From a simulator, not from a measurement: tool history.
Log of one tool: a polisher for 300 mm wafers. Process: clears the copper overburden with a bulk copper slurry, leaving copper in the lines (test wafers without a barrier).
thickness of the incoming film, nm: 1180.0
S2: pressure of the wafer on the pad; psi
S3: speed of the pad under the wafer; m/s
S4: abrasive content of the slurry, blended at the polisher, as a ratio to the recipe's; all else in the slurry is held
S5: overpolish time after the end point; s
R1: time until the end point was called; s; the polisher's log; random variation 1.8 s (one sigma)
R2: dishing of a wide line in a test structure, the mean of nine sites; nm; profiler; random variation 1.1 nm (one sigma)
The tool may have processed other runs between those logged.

run 1 hour=0.0 | flow_of_slurry_(ml/min)=270 S2=3.2 S3=1.36 S4=1.00 S5=30 | R1=83.603 R2=83.385
run 2 hour=7.0 | flow_of_slurry_(ml/min)=270 S2=3.2 S3=1.36 S4=1.00 S5=22 | R1=85.607 R2=75.822
run 3 hour=12.4 | flow_of_slurry_(ml/min)=315 S2=3.2 S3=1.36 S4=1.00 S5=22 | R1=86.527 R2=76.190
run 4 hour=15.1 | flow_of_slurry_(ml/min)=315 S2=3.2 S3=1.58 S4=1.00 S5=22 | R1=72.290 R2=79.717
run 5 hour=20.2 | flow_of_slurry_(ml/min)=315 S2=3.2 S3=1.58 S4=0.80 S5=22 | R1=74.480 R2=75.560
run 6 hour=25.9 | flow_of_slurry_(ml/min)=315 S2=3.5 S3=1.58 S4=0.80 S5=22 | R1=68.661 R2=82.446
run 7 hour=34.6 | flow_of_slurry_(ml/min)=320 S2=2.9 S3=1.68 S4=0.70 S5=18 | R1=78.468 R2=74.564

Run 8 has not been measured yet. What should we expect?
run 8 hour=39.2 | flow_of_slurry_(ml/min)=350 S2=2.4 S3=1.76 S4=0.65 S5=15 | R1=? R2=?

R1: 94.244 s
R2: 64.940 nm

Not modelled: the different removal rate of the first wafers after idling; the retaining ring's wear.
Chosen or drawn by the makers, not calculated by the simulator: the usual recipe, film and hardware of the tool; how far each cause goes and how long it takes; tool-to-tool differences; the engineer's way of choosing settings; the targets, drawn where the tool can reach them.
